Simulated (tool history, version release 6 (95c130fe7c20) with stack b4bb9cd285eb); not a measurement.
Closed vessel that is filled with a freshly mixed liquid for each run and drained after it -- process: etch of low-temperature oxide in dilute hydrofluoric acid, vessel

| run | hour | temperature setpoint of the liquid (K) | parts of water to one part of 49 % hydrofluoric acid (parts by volume) | time in the liquid (s) | thickness taken off the low-temperature oxide on a monitor wafer (angstrom) |
|---|---|---|---|---|---|
| 1 | 0 | 294.15 | 115 | 90 | 157.02 |
| 2 | 1.9 | 295.15 | 110 | 90 | 171.7 |
| 3 | 7.3 | 295.15 | 85 | 90 | 230.37 |
| 4 | 9.7 | 296.15 | 85 | 90 | 239.09 |
| 5 | 14.7 | 296.15 | 125 | 90 | 154.97 |
| 6 | 20.1 | 296.15 | 125 | 95 | 162.91 |
| 7 | 25.3 | 297.15 | 120 | 95 | 178.39 |
| 8 | 30.6 | 297.65 | 115 | 95 | 191.32 |
| 9 | 38.9 | 298.15 | 110 | 95 | 204.92 |
| 10 | 44.4 | 298.65 | 105 | 95 | 221.94 |
| 11 | 50.2 | 299.15 | 100 | 95 | 236.86 |

For run 12, what comes out?
| 12 | 57.7 | 299.65 | 95 | 95 | ? |

thickness taken off the low-temperature oxide on a monitor wafer (angstrom): 255.89
